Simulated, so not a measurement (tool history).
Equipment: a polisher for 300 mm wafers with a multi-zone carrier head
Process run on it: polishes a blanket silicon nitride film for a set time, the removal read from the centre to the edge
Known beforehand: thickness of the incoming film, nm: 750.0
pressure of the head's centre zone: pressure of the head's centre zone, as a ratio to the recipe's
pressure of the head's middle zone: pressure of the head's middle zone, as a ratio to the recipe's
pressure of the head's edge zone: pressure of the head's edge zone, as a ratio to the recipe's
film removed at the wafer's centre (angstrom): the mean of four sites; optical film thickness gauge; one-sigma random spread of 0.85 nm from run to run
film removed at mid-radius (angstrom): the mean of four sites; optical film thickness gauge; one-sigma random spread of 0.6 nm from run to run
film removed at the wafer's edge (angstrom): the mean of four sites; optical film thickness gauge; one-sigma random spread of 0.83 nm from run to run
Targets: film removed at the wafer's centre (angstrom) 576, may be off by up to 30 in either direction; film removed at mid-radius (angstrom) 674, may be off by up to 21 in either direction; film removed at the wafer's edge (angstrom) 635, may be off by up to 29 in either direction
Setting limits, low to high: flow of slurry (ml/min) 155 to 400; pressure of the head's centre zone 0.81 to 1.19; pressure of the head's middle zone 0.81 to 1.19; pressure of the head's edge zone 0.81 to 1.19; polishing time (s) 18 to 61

run  hour  flow of slurry (ml/min)  pressure of the head's centre zone  pressure of the head's middle zone  pressure of the head's edge zone  polishing time (s)  film removed at the wafer's centre (angstrom)  film removed at mid-radius (angstrom)  film removed at the wafer's edge (angstrom)
  1     0                      255                                   1                                   1                                 1                  39                                         870.27                                 892.94                                       923.24
  2   6.4                      255                                0.98                                1.01                              0.97                  37                                          826.5                                 853.54                                       852.27
  3   9.8                      255                                0.98                                1.01                              1.03                  37                                         835.08                                 837.69                                       860.89
  4  18.1                      195                                0.98                                1.01                              1.03                  37                                         814.97                                 841.22                                       843.49
  5  25.2                      190                                0.95                                1.01                              1.02                  35                                         744.34                                 789.06                                       800.91
  6  28.2                      190                                0.95                                1.01                              0.99                  35                                         747.65                                 789.26                                       794.82
  7  29.3                      185                                0.93                                1.02                              0.98                  33                                         697.88                                 757.88                                       745.57
  8  36.1                      180                                0.92                                1.02                              0.97                  32                                          649.9                                 721.38                                       716.16
  9  41.8                      175                                0.92                                1.03                              0.96                  31                                          647.7                                 710.63                                       668.85
 10  43.1                      175                                0.91                                1.03                              0.95                  31                                          621.7                                 697.64                                       683.74
 11  49.9                      175                                0.91                                1.04                              0.94                  31                                         608.03                                 712.23                                       666.36
 12  55.8                      175                                0.91                                1.04                              0.93                  31                                         617.98                                 706.06                                       679.92
 13  56.7                      175                                0.91                                1.04                              0.92                  31                                         627.08                                 703.14                                       688.56
 14  64.2                      175                                0.91                                1.04                              0.92                  31                                         601.07                                 724.16                                       678.08

5 next moves are on the table. One of them brings every result within its allowed miss. Which?
  A  71.7                      160                                0.92                                1.12                                 1                  26                                              ?                                      ?                                            ?
  B  71.7                      155                                0.95                                1.02                              1.06                  28                                              ?                                      ?                                            ?
  C  71.7                      160                                0.83                                   1                              0.94                  29                                              ?                                      ?                                            ?
  D  71.7                      185                                0.86                                 1.1                              0.83                  30                                              ?                                      ?                                            ?
  E  71.7                      240                                0.89                                1.04                              0.88                  29                                              ?                                      ?                                            ?

move  film removed at the wafer's centre (angstrom)  film removed at mid-radius (angstrom)  film removed at the wafer's edge (angstrom)
   A                                         522.17                                 633.88                                       594.62
   B                                         578.97                                 628.76                                       654.85
   C                                         524.52                                 642.33                                       649.01
   D                                         569.28                                 727.96                                       646.37
   E                                         581.09                                 682.98                                       646.95
A: moves the result that the last run missed by most past its target, out the other side
B: moves the result that the last run missed by most past its target, out the other side
C: moves the result that the last run missed by most past its target, out the other side
D: misses by more than the last run did
E: hits every target within its allowed miss
Move E is the one to make.
